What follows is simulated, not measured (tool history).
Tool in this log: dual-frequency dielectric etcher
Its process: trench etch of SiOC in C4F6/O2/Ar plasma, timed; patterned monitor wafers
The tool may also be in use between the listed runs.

run  hour  source power (kW)  bias power (kW)  etch time (s)  mean etch depth across the wafer (nm)
  1     0               0.26             0.24             14                                 27.185
  2   2.2               0.26            0.274             14                                 28.009
  3   9.6               0.24            0.265             14                                 27.244
  4  14.3               0.24            0.265             14                                 27.252
  5  20.4               0.24            0.289             14                                 27.672
  6  27.2               0.24            0.289             13                                 25.845
  7  32.7               0.23            0.284             13                                 25.512
  8  40.3               0.22             0.28             13                                 24.979

Predict the results of run 9:
  9  48.5               0.21            0.278             13                                      ?

mean etch depth across the wafer (nm): 24.805
